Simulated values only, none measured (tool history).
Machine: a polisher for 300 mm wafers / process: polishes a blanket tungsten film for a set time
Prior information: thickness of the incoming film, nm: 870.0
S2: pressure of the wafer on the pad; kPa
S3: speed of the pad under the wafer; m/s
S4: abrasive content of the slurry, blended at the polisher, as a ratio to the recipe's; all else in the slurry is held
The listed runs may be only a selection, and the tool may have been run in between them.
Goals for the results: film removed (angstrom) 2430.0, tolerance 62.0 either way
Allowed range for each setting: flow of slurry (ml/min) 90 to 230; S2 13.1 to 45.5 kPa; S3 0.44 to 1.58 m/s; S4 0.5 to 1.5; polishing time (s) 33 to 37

{"run": 1, "hour": 0.0, "flow of slurry (ml/min)": 150, "S2": 29.0, "S3": 1.0, "S4": 1.0, "polishing time (s)": 37, "film removed (angstrom)": 1856.9}
{"run": 2, "hour": 4.2, "flow of slurry (ml/min)": 155, "S2": 29.6, "S3": 1.0, "S4": 1.0, "polishing time (s)": 37, "film removed (angstrom)": 1883.7}
{"run": 3, "hour": 7.8, "flow of slurry (ml/min)": 155, "S2": 26.2, "S3": 1.0, "S4": 1.0, "polishing time (s)": 37, "film removed (angstrom)": 1660.9}
{"run": 4, "hour": 11.5, "flow of slurry (ml/min)": 155, "S2": 26.2, "S3": 1.0, "S4": 1.2, "polishing time (s)": 37, "film removed (angstrom)": 1792.0}
{"run": 5, "hour": 17.4, "flow of slurry (ml/min)": 155, "S2": 26.2, "S3": 0.82, "S4": 1.2, "polishing time (s)": 37, "film removed (angstrom)": 1485.7}
{"run": 6, "hour": 26.0, "flow of slurry (ml/min)": 125, "S2": 26.2, "S3": 0.82, "S4": 1.2, "polishing time (s)": 37, "film removed (angstrom)": 1412.0}
{"run": 7, "hour": 32.8, "flow of slurry (ml/min)": 135, "S2": 27.6, "S3": 0.82, "S4": 1.2, "polishing time (s)": 37, "film removed (angstrom)": 1502.2}
{"run": 8, "hour": 37.5, "flow of slurry (ml/min)": 135, "S2": 27.6, "S3": 0.82, "S4": 1.2, "polishing time (s)": 37, "film removed (angstrom)": 1516.6}
{"run": 9, "hour": 44.9, "flow of slurry (ml/min)": 140, "S2": 29.0, "S3": 0.82, "S4": 1.2, "polishing time (s)": 37, "film removed (angstrom)": 1612.7}
{"run": 10, "hour": 47.1, "flow of slurry (ml/min)": 145, "S2": 29.6, "S3": 0.82, "S4": 1.2, "polishing time (s)": 37, "film removed (angstrom)": 1631.0}
{"run": 11, "hour": 56.0, "flow of slurry (ml/min)": 150, "S2": 31.0, "S3": 0.82, "S4": 1.2, "polishing time (s)": 37, "film removed (angstrom)": 1719.7}
{"run": 12, "hour": 58.7, "flow of slurry (ml/min)": 155, "S2": 32.4, "S3": 0.82, "S4": 1.2, "polishing time (s)": 37, "film removed (angstrom)": 1819.4}
{"hour": 67.0, "done": "worn pad replaced by a new one"}
{"run": 13, "hour": 67.0, "flow of slurry (ml/min)": 160, "S2": 33.1, "S3": 0.82, "S4": 1.2, "polishing time (s)": 37, "film removed (angstrom)": 2056.2}

Which single option among these 4 for the next run brings every result within its allowed miss of target? Just one does.
{"run": "A", "hour": 75.3, "flow of slurry (ml/min)": 140, "S2": 37.9, "S3": 0.84, "S4": 1.5, "polishing time (s)": 33, "film removed (angstrom)": "?"}
{"run": "B", "hour": 75.3, "flow of slurry (ml/min)": 155, "S2": 35.9, "S3": 0.86, "S4": 1.2, "polishing time (s)": 37, "film removed (angstrom)": "?"}
{"run": "C", "hour": 75.3, "flow of slurry (ml/min)": 150, "S2": 36.5, "S3": 0.82, "S4": 1.3, "polishing time (s)": 37, "film removed (angstrom)": "?"}
{"run": "D", "hour": 75.3, "flow of slurry (ml/min)": 115, "S2": 37.2, "S3": 0.9, "S4": 1.3, "polishing time (s)": 37, "film removed (angstrom)": "?"}

move=A film_removed_(angstrom)=2282.0
move=B film_removed_(angstrom)=2349.6
move=C film_removed_(angstrom)=2333.5
move=D film_removed_(angstrom)=2450.3
A: better than the last run, though not everything is in spec
B: better than the last run, though not everything is in spec
C: better than the last run, though not everything is in spec
D: every result lands within tolerance
The right move is D.
